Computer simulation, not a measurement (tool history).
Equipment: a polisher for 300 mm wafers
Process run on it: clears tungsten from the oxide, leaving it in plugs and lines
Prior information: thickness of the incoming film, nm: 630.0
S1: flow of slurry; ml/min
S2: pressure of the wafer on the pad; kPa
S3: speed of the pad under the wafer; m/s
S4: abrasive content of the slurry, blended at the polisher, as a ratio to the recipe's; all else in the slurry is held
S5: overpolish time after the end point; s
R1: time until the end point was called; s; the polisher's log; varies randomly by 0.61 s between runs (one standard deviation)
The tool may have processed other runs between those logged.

| run | hour | S1 | S2 | S3 | S4 | S5 | R1 |
|---|---|---|---|---|---|---|---|
| 1 | 0.0 | 290 | 32.4 | 1.24 | 1.0 | 42 | 68.388 |
| 2 | 7.6 | 290 | 35.2 | 1.26 | 1.0 | 42 | 65.328 |
| 3 | 14.5 | 290 | 37.2 | 1.30 | 1.0 | 42 | 60.428 |
| 4 | 21.3 | 290 | 39.3 | 1.34 | 1.0 | 42 | 55.850 |
| 5 | 22.7 | 315 | 39.3 | 1.34 | 1.0 | 42 | 55.411 |
| 6 | 27.9 | 315 | 40.7 | 1.36 | 1.0 | 42 | 53.192 |

What will run 7 give?
| 7 | 34.7 | 315 | 42.1 | 1.38 | 1.0 | 42 | ? |

{"run 7": {"R1": 49.55}}
